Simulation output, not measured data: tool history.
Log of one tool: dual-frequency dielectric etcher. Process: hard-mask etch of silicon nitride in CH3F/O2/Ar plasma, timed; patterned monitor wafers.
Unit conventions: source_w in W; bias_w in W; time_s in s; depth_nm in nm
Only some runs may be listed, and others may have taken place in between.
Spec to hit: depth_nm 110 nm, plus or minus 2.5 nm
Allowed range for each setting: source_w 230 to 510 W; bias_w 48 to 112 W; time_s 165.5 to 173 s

run  hour  source_w  bias_w  time_s  depth_nm
  1     0       370      80   165.5    123.67
  2   8.7       360      79   165.5    122.19
  3  16.3       360      79   165.5     122.5
  4  23.9       320      79   165.5    117.99
  5  30.4       310      78   165.5    116.16
  6  39.3       310      78     173     121.1
  7  39.9       300      77     173    120.33
  8  46.8       290      76     173    118.96
  9  55.7       280      75     173    116.37
 10    60       270      75     173    117.43
 11  68.1       270      74   172.5    114.03

Pick the move, out of 5, that brings all results within their allowed miss; only one does.
  A  76.2       270      78   171.5         ?
  B  76.2       340      73     168         ?
  C  76.2       280      74   165.5         ?
  D  76.2       250      68     169         ?
  E  76.2       240      87     172         ?

move  depth_nm
   A    116.39
   B    117.92
   C    110.83
   D    105.91
   E    118.81
A: its largest miss is bigger than the last run's
B: its largest miss is bigger than the last run's
C: every result lands within tolerance
D: pushes the last run's worst result past its target
E: its largest miss is bigger than the last run's
The right move is C.
